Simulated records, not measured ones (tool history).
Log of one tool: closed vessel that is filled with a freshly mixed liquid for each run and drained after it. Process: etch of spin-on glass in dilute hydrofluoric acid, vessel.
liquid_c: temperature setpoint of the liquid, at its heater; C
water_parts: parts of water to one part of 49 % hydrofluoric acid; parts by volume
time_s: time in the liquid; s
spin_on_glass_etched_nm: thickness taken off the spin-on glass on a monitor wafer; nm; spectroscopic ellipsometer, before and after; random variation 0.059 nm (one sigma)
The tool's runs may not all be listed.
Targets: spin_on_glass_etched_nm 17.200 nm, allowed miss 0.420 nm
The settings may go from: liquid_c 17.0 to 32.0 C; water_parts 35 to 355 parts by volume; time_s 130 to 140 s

| run | hour | liquid_c | water_parts | time_s | spin_on_glass_etched_nm |
|---|---|---|---|---|---|
| 1 | 0.0 | 24.0 | 195 | 130 | 20.244 |
| 2 | 6.8 | 23.0 | 195 | 130 | 19.658 |
| 3 | 11.6 | 22.0 | 195 | 130 | 18.789 |
| 4 | 20.0 | 22.0 | 145 | 130 | 26.893 |
| 5 | 21.7 | 20.5 | 155 | 130 | 23.199 |
| 6 | 25.7 | 20.5 | 120 | 130 | 31.369 |
| 7 | 33.4 | 19.5 | 140 | 130 | 25.295 |
| 8 | 35.2 | 19.0 | 150 | 130 | 22.984 |
|  | 36.7 | hydrofluoric acid flow meter replaced |
| 9 | 36.7 | 18.5 | 160 | 130 | 22.499 |
| 10 | 42.7 | 17.0 | 215 | 130 | 14.948 |
| 11 | 46.0 | 18.5 | 215 | 130 | 15.959 |
| 12 | 51.5 | 19.5 | 215 | 130 | 16.557 |

4 next moves are on the table. One of them brings every result within its allowed miss. Which?
| A | 57.0 | 22.0 | 260 | 140 | ? |
| B | 57.0 | 17.0 | 200 | 130 | ? |
| C | 57.0 | 19.0 | 220 | 140 | ? |
| D | 57.0 | 20.5 | 240 | 140 | ? |

| move | spin_on_glass_etched_nm |
|---|---|
| A | 15.504 |
| B | 16.362 |
| C | 17.009 |
| D | 16.198 |
A: further off than the last run
B: further off than the last run
C: meets every target
D: further off than the last run
The right move is C.
